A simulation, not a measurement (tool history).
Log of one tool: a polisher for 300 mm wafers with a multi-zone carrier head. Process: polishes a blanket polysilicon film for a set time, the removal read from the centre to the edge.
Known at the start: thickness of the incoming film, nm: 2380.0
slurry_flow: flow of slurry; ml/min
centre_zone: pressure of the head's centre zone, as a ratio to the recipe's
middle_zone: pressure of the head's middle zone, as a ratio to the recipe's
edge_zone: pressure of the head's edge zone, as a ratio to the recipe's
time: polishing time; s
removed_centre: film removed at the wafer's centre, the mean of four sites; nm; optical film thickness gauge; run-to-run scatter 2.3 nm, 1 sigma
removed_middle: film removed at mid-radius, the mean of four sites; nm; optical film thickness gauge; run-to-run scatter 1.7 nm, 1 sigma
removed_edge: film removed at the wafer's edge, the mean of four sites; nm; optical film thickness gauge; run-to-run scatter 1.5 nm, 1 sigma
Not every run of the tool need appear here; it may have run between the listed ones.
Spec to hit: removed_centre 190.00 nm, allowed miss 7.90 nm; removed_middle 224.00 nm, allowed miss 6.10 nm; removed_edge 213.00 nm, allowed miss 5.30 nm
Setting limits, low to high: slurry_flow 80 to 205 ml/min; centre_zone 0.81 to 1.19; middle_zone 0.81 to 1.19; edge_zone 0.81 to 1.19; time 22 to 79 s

run   hour  slurry_flow  centre_zone  middle_zone  edge_zone  time  removed_centre  removed_middle  removed_edge
  1    0.0          135         1.00         1.00       1.00    50          267.25          267.15        262.39
  2    6.3          135         1.00         1.00       1.00    61          316.51          325.21        322.57
  3   11.6          135         1.00         0.92       1.00    61          326.21          308.34        323.04
  4   20.6          125         0.96         0.93       0.97    58          288.91          291.52        303.03
  5   27.5          120         0.94         0.94       0.95    54          261.53          270.14        273.14
  6   32.2          120         0.94         0.85       0.95    54          264.21          255.60        276.15
  7   37.6          115         0.92         0.87       0.93    52          244.54          249.12        261.83
  8   43.4          110         0.91         0.88       0.91    50          230.41          233.86        245.46
  9   48.6          105         0.89         0.90       0.89    49          217.52          233.86        233.12
 10   52.4          100         0.88         0.90       0.88    49          211.94          232.63        238.25
 11   57.3          100         0.87         0.91       0.87    48          204.13          228.47        227.38
 12   63.6          100         0.87         0.91       0.87    48          205.40          229.03        228.26
 13   68.2          100         0.87         0.92       0.86    48          203.90          227.82        225.00
      76.8  -- worn pad replaced by a new one
 14   76.8          100         0.86         0.93       0.85    48          231.92          259.83        252.15
 15   83.4           95         0.86         0.94       0.86    47          220.17          251.61        247.25
 16   89.4          100         0.85         0.93       0.85    47          222.70          253.30        244.09
 17   93.8           90         0.81         0.92       0.81    41          179.77          217.05        205.95
 18   94.5           95         0.81         0.92       0.82    41          180.11          214.46        213.17
 19  101.9           95         0.82         0.93       0.82    41          185.53          216.29        209.25

Exercise: of the 4 proposed moves below, exactly one satisfies all targets within the stated allowed misses. Which move is it?
  A  109.3           90         0.89         0.96       0.81    39               ?               ?             ?
  B  109.3           85         0.83         0.91       0.88    40               ?               ?             ?
  C  109.3          100         0.86         0.98       0.82    38               ?               ?             ?
  D  109.3          120         0.84         0.98       0.87    39               ?               ?             ?

move  removed_centre  removed_middle  removed_edge
   A          189.14          206.60        198.14
   B          177.81          202.77        208.77
   C          183.22          208.83        197.30
   D          192.05          222.86        213.41
A: moves away from the targets compared with the last run
B: moves away from the targets compared with the last run
C: moves away from the targets compared with the last run
D: each result inside its tolerance
Correct choice: D, which meets every target
